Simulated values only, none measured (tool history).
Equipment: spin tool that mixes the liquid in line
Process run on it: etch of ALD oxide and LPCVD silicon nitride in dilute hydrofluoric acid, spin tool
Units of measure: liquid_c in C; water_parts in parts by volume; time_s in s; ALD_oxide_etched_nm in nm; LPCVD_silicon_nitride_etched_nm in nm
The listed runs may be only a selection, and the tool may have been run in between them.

run  hour  liquid_c  water_parts  time_s  ALD_oxide_etched_nm  LPCVD_silicon_nitride_etched_nm
  1     0        25           60     180               50.979                           1.4499
  2   5.6        27           60     180                54.62                           1.6558
  3   9.4        27           60     240               74.201                           2.1662
  4  13.3        27           60     195               59.098                           1.8135
  5  19.4      29.5           60     195               65.828                           2.0831
  6  20.9        26           60     195               56.994                           1.6713
  7  29.1        25           50     195               66.734                           1.9082
  8  35.4        24           45     200               73.772                           2.0802

What does the tool deliver on the next run?
  9  39.6        21           25     195                    ?                                ?

ALD_oxide_etched_nm: 115.05 nm
LPCVD_silicon_nitride_etched_nm: 2.7467 nm

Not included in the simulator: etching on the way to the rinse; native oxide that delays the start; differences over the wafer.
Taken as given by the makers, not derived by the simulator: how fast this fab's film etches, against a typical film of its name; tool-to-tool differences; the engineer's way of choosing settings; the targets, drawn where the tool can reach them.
